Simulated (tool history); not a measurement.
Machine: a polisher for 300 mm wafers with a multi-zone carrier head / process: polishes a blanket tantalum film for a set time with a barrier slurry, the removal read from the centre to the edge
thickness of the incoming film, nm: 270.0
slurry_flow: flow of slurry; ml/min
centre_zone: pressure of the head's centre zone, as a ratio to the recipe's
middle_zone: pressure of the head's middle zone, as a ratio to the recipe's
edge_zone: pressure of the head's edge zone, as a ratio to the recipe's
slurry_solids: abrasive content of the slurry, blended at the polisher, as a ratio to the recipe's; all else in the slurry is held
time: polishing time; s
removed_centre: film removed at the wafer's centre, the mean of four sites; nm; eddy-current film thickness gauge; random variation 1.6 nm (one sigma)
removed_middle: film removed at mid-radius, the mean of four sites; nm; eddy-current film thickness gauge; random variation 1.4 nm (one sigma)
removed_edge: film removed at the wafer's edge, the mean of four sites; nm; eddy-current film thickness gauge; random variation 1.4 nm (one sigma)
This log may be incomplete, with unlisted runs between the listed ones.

run,hour,slurry_flow,centre_zone,middle_zone,edge_zone,slurry_solids,time,removed_centre,removed_middle,removed_edge
1,0.0,260,1.00,1.00,1.00,1.00,72,109.07,107.72,111.35
2,1.2,265,0.98,1.03,1.04,1.10,72,106.57,113.07,116.22
3,5.1,265,0.98,1.03,1.04,1.10,84,130.17,134.40,138.58
4,8.9,265,0.98,1.03,1.04,1.30,84,135.25,139.41,143.54
5,13.6,265,0.91,1.03,1.04,1.30,84,129.32,141.75,143.79
6,17.6,265,0.91,0.98,1.04,1.30,84,127.15,134.38,142.80

Run 7 comes next. What will it give?
7,23.1,260,0.88,0.98,1.02,1.25,84,?,?,?

Run 7 yielded removed_centre 122.26 nm, removed_middle 133.94 nm, removed_edge 139.16 nm.
